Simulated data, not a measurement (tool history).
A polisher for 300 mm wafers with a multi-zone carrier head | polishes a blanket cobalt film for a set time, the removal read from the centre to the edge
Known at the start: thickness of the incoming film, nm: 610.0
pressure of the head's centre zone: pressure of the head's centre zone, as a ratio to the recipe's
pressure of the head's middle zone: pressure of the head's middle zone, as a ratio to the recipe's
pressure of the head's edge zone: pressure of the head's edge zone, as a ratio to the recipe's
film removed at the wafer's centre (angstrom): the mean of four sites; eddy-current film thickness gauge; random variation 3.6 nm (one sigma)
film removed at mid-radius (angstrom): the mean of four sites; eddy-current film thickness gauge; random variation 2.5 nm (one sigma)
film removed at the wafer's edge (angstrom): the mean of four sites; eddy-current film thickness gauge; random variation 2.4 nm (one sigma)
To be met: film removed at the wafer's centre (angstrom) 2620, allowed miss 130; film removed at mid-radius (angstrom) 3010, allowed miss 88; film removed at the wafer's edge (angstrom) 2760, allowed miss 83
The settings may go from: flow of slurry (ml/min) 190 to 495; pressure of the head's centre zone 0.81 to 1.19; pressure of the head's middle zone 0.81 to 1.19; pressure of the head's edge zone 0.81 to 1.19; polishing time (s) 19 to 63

run,hour,flow of slurry (ml/min),pressure of the head's centre zone,pressure of the head's middle zone,pressure of the head's edge zone,polishing time (s),film removed at the wafer's centre (angstrom),film removed at mid-radius (angstrom),film removed at the wafer's edge (angstrom)
1,0,320,1,1,1,41,2005.2,2015.6,1975.2
2,3.8,325,1,1.03,1.03,43,2106.8,2182.1,2136.5
3,7.4,330,1.01,1.06,1.05,44,2198.5,2265.5,2175.4
4,14.7,330,1.01,1.06,1.05,38,1896.1,1969.8,1909.9
5,15.6,330,1.01,1.06,1.05,45,2204,2298.2,2249
6,18.3,330,1.01,1.03,1.05,45,2252.6,2298.2,2268
7,26.1,340,1.01,1.06,1.06,46,2276.8,2408.2,2324.2
8,35,350,1.02,1.08,1.08,47,2335,2481.3,2425.3

Which of these 5 next moves meets every target?
A,43.9,295,0.92,1.14,1.01,52,?,?,?
B,43.9,310,1.09,1.19,0.86,56,?,?,?
C,43.9,330,0.97,1.12,1.06,55,?,?,?
D,43.9,390,1.02,0.96,1.07,58,?,?,?
E,43.9,360,1.03,1.12,1.05,60,?,?,?

move,film removed at the wafer's centre (angstrom),film removed at mid-radius (angstrom),film removed at the wafer's edge (angstrom)
A,2348.1,2866.1,2521.4
B,2966.3,3211.6,2523.5
C,2627.2,3006.5,2746.8
D,2931,2809.4,2939.4
E,3046.6,3296.7,2994.9
A: nearer than the last run, and not there yet
B: takes the result that was furthest off past its target
C: meets every target
D: nearer than the last run, and not there yet
E: takes the result that was furthest off past its target
Move C is the one to make.

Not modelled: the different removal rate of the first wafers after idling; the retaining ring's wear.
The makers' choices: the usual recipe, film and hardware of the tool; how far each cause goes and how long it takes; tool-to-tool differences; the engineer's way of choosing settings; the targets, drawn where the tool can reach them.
